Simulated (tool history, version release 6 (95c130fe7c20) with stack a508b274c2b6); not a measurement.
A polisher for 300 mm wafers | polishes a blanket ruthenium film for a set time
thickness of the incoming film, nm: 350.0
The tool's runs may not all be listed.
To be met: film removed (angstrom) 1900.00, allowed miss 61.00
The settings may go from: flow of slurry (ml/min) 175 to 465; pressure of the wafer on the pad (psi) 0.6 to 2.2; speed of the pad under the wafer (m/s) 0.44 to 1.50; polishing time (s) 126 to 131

run,hour,flow of slurry (ml/min),pressure of the wafer on the pad (psi),speed of the pad under the wafer (m/s),polishing time (s),film removed (angstrom)
1,0.0,295,1.4,0.96,126,1083.30
2,5.5,230,1.4,0.96,126,1075.10
3,11.3,230,1.6,0.96,126,1181.00
4,18.4,180,1.6,0.96,126,1162.10
5,24.8,180,1.4,0.96,126,1025.90
6,32.2,210,1.4,0.96,126,1049.20
# hour 36.3: head pressure recalibrated
7,36.3,210,1.4,0.96,126,962.46
8,42.6,260,1.6,0.96,126,1111.40
9,47.2,260,1.8,1.06,126,1371.70
10,51.7,260,1.9,1.12,126,1541.00
11,58.5,260,2.0,1.14,126,1662.10
12,66.0,260,2.1,1.16,126,1760.70

Which of these 4 next moves meets every target?
A,73.5,260,2.1,1.04,131,?
B,73.5,190,1.9,1.18,131,?
C,73.5,235,2.1,1.14,126,?
D,73.5,300,2.2,1.16,127,?

move,film removed (angstrom)
A,1650.50
B,1619.00
C,1714.40
D,1891.40
A: further off than the last run
B: further off than the last run
C: further off than the last run
D: meets every target
Move D is the one to make.
